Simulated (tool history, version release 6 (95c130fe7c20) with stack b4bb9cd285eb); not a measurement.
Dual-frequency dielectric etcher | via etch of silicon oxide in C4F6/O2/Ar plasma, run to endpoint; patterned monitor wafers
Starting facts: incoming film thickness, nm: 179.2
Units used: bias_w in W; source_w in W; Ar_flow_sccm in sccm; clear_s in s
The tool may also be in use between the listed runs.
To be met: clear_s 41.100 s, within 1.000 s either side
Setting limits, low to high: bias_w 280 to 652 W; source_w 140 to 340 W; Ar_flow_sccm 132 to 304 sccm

Run 1, hour 0.0: bias_w 466 W, source_w 240 W, Ar_flow_sccm 218 sccm. Result: clear_s 48.198 s.
Run 2, hour 2.9: bias_w 466 W, source_w 240 W, Ar_flow_sccm 235 sccm. Result: clear_s 48.191 s.
Run 3, hour 6.8: bias_w 495 W, source_w 250 W, Ar_flow_sccm 235 sccm. Result: clear_s 46.592 s.
Run 4, hour 10.9: bias_w 519 W, source_w 250 W, Ar_flow_sccm 234 sccm. Result: clear_s 45.417 s.
Run 5, hour 12.0: bias_w 519 W, source_w 250 W, Ar_flow_sccm 250 sccm. Result: clear_s 45.971 s.
Run 6, hour 16.5: bias_w 490 W, source_w 250 W, Ar_flow_sccm 250 sccm. Result: clear_s 46.796 s.
Run 7, hour 22.0: bias_w 515 W, source_w 250 W, Ar_flow_sccm 249 sccm. Result: clear_s 46.004 s.
Run 8, hour 30.7: bias_w 536 W, source_w 250 W, Ar_flow_sccm 248 sccm. Result: clear_s 45.070 s.
Run 9, hour 38.6: bias_w 553 W, source_w 250 W, Ar_flow_sccm 248 sccm. Result: clear_s 44.599 s.
Run 10, hour 40.1: bias_w 568 W, source_w 250 W, Ar_flow_sccm 248 sccm. Result: clear_s 43.806 s.

Pick the move, out of 4, that brings all results within their allowed miss; only one does.
Run A, hour 41.6: bias_w 600 W, source_w 290 W, Ar_flow_sccm 261 sccm. Result: clear_s ?.
Run B, hour 41.6: bias_w 605 W, source_w 250 W, Ar_flow_sccm 304 sccm. Result: clear_s ?.
Run C, hour 41.6: bias_w 639 W, source_w 220 W, Ar_flow_sccm 255 sccm. Result: clear_s ?.
Run D, hour 41.6: bias_w 647 W, source_w 220 W, Ar_flow_sccm 251 sccm. Result: clear_s ?.

move  clear_s
   A   41.107
   B   43.591
   C   43.613
   D   43.320
A: every result lands within tolerance
B: gains on the last run, yet a result remains outside its allowed miss
C: gains on the last run, yet a result remains outside its allowed miss
D: gains on the last run, yet a result remains outside its allowed miss
The move that meets every target is A.
